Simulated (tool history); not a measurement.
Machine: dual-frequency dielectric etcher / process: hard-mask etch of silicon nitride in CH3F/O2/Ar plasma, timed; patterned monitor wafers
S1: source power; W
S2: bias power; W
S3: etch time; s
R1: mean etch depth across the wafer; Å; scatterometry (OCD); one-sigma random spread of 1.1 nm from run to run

run  hour   S1  S2   S3      R1
  1   0.0  430  84  309  2582.5
  2   2.9  490  84  309  2697.4
  3   7.9  420  84  309  2530.8
  4  12.6  380  84  309  2456.2
  5  18.8  410  84  309  2538.1
  6  24.3  390  81  309  2463.9
  7  30.8  370  79  309  2376.9
  8  32.8  350  78  309  2327.3

Forecast run 9:
  9  37.1  340  77  309   ?

Run 9 measured R1 2288.9 Å.

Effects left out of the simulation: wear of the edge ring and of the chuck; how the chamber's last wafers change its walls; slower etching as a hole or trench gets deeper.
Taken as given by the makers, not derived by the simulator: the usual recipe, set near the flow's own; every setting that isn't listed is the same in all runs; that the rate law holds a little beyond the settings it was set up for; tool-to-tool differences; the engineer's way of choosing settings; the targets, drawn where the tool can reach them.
